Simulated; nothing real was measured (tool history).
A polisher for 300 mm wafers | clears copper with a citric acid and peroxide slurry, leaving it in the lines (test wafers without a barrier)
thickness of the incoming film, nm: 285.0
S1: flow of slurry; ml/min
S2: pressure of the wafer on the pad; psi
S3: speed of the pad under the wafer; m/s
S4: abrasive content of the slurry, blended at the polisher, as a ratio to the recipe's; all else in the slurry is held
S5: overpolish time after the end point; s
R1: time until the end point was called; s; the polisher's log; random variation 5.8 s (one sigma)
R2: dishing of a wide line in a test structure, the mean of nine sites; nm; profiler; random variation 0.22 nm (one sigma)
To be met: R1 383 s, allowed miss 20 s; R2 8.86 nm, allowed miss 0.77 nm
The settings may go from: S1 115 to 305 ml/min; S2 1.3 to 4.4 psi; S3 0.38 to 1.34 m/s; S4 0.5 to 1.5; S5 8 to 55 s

Run 1, day 0: S1 195 ml/min, S2 2.8 psi, S3 0.86 m/s, S4 1, S5 28 s. Result: R1 153 s, R2 25.177 nm.
Run 2, day 0.075: S1 190 ml/min, S2 2.3 psi, S3 0.74 m/s, S4 1, S5 21 s. Result: R1 217.31 s, R2 16.808 nm.
Run 3, day 0.171: S1 190 ml/min, S2 2.3 psi, S3 0.9 m/s, S4 1, S5 21 s. Result: R1 179.19 s, R2 18.759 nm.
Run 4, day 0.238: S1 160 ml/min, S2 2.3 psi, S3 0.9 m/s, S4 1, S5 21 s. Result: R1 181.03 s, R2 18.146 nm.
Run 5, day 0.362: S1 180 ml/min, S2 2.3 psi, S3 0.9 m/s, S4 1, S5 21 s. Result: R1 184.4 s, R2 18.725 nm.
Run 6, day 0.475: S1 180 ml/min, S2 1.6 psi, S3 0.9 m/s, S4 1, S5 21 s. Result: R1 253.72 s, R2 13.771 nm.
Run 7, day 0.696: S1 180 ml/min, S2 1.5 psi, S3 0.82 m/s, S4 1, S5 18 s. Result: R1 293.75 s, R2 11.681 nm.
Run 8, day 0.912: S1 180 ml/min, S2 1.4 psi, S3 0.78 m/s, S4 1, S5 17 s. Result: R1 317.89 s, R2 9.5087 nm.
Run 9, day 0.95: S1 170 ml/min, S2 1.3 psi, S3 0.64 m/s, S4 0.95, S5 23 s. Result: R1 413.1 s, R2 9.9928 nm.
Run 10, day 1.133: S1 170 ml/min, S2 1.3 psi, S3 0.64 m/s, S4 0.95, S5 21 s. Result: R1 414.36 s, R2 9.2538 nm.
Run 11, day 1.221: S1 170 ml/min, S2 1.3 psi, S3 0.64 m/s, S4 0.95, S5 20 s. Result: R1 425.59 s, R2 9.1047 nm.
Run 12, day 1.246: S1 175 ml/min, S2 1.3 psi, S3 0.64 m/s, S4 0.95, S5 19 s. Result: R1 414.88 s, R2 8.6235 nm.

Which of these 5 next moves meets every target?
Run A, day 1.271: S1 195 ml/min, S2 1.7 psi, S3 0.62 m/s, S4 0.85, S5 16 s. Result: R1 ?, R2 ?.
Run B, day 1.271: S1 170 ml/min, S2 1.6 psi, S3 0.52 m/s, S4 1, S5 20 s. Result: R1 ?, R2 ?.
Run C, day 1.271: S1 150 ml/min, S2 1.4 psi, S3 0.68 m/s, S4 0.9, S5 18 s. Result: R1 ?, R2 ?.
Run D, day 1.271: S1 165 ml/min, S2 1.4 psi, S3 0.58 m/s, S4 0.9, S5 16 s. Result: R1 ?, R2 ?.
Run E, day 1.271: S1 115 ml/min, S2 1.3 psi, S3 0.66 m/s, S4 1.3, S5 16 s. Result: R1 ?, R2 ?.

move      R1      R2
   A  341.85  9.0216
   B  421.65  9.1352
   C  381.42  9.0636
   D  435.52  7.2542
   E  412.79   7.603
A: takes the result that was furthest off past its target
B: further off than the last run
C: meets every target
D: further off than the last run
E: as far off as the last run
Answer: C

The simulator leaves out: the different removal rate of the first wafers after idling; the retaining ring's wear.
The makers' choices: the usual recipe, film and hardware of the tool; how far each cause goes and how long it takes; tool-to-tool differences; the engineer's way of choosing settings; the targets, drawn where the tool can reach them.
